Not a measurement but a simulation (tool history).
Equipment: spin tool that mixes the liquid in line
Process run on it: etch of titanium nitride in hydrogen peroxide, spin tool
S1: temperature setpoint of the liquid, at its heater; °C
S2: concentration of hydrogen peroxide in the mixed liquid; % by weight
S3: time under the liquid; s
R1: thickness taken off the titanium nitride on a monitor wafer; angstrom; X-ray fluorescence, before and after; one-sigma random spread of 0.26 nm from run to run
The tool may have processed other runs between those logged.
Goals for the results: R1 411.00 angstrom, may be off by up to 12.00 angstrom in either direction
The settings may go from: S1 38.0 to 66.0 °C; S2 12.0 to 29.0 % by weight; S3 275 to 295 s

{"run": 1, "hour": 0.0, "S1": 54.0, "S2": 19.5, "S3": 275, "R1": 178.9}
{"run": 2, "hour": 4.3, "S1": 55.5, "S2": 19.5, "S3": 275, "R1": 197.74}
{"run": 3, "hour": 7.4, "S1": 57.0, "S2": 19.5, "S3": 275, "R1": 221.84}
{"run": 4, "hour": 15.7, "S1": 52.5, "S2": 19.5, "S3": 275, "R1": 161.27}
{"run": 5, "hour": 16.8, "S1": 50.0, "S2": 19.5, "S3": 275, "R1": 135.33}
{"run": 6, "hour": 19.2, "S1": 50.0, "S2": 15.5, "S3": 275, "R1": 127.7}
{"run": 7, "hour": 25.3, "S1": 52.0, "S2": 16.0, "S3": 275, "R1": 149.02}
{"run": 8, "hour": 26.7, "S1": 54.0, "S2": 16.0, "S3": 275, "R1": 170.72}
{"run": 9, "hour": 29.1, "S1": 55.5, "S2": 16.0, "S3": 275, "R1": 191.26}
{"run": 10, "hour": 37.0, "S1": 63.5, "S2": 17.0, "S3": 275, "R1": 333.12}
{"run": 11, "hour": 43.4, "S1": 64.0, "S2": 17.0, "S3": 275, "R1": 341.16}
{"run": 12, "hour": 46.3, "S1": 64.5, "S2": 17.5, "S3": 275, "R1": 358.2}
{"run": 13, "hour": 49.7, "S1": 65.5, "S2": 18.5, "S3": 275, "R1": 386.5}

Which of these 5 next moves meets every target?
{"run": "A", "hour": 53.1, "S1": 64.0, "S2": 20.5, "S3": 280, "R1": "?"}
{"run": "B", "hour": 53.1, "S1": 65.5, "S2": 15.5, "S3": 280, "R1": "?"}
{"run": "C", "hour": 53.1, "S1": 66.0, "S2": 15.5, "S3": 275, "R1": "?"}
{"run": "D", "hour": 53.1, "S1": 64.5, "S2": 18.0, "S3": 285, "R1": "?"}
{"run": "E", "hour": 53.1, "S1": 66.0, "S2": 15.0, "S3": 295, "R1": "?"}

move=A R1=367.08
move=B R1=381.92
move=C R1=387.62
move=D R1=375.64
move=E R1=412.95
A: misses by more than the last run did
B: misses by more than the last run did
C: no nearer and no further than the last run
D: misses by more than the last run did
E: every result within its allowed miss
Go with E: it meets all targets.

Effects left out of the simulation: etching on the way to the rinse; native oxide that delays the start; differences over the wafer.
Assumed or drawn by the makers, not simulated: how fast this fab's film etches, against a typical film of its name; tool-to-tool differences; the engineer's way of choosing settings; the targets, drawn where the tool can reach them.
